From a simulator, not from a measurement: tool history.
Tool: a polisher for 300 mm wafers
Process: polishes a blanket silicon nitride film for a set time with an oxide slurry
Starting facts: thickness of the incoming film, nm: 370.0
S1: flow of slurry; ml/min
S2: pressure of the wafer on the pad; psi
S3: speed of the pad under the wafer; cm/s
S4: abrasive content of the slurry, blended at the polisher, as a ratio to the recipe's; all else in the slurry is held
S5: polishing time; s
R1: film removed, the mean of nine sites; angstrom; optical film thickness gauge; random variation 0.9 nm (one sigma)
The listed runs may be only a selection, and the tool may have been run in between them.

run 1 hour=0 | S1=300 S2=3.9 S3=138 S4=1 S5=114 | R1=1061.3
run 2 hour=4.6 | S1=300 S2=4 S3=138 S4=1 S5=114 | R1=1104.6
run 3 hour=8.2 | S1=300 S2=3 S3=138 S4=1 S5=114 | R1=861.15
run 4 hour=9.5 | S1=300 S2=3.3 S3=138 S4=1 S5=114 | R1=951.62
run 5 hour=12.7 | S1=300 S2=3.3 S3=164 S4=1 S5=114 | R1=1075.2
run 6 hour=20.1 | S1=300 S2=3.4 S3=164 S4=1 S5=114 | R1=1098.4
run 7 hour=29 | S1=300 S2=3.5 S3=164 S4=1 S5=114 | R1=1114.5

For run 8, what comes out?
run 8 hour=36 | S1=300 S2=3.6 S3=164 S4=1 S5=114 | R1=?

Run 8 measured R1 1159 angstrom.

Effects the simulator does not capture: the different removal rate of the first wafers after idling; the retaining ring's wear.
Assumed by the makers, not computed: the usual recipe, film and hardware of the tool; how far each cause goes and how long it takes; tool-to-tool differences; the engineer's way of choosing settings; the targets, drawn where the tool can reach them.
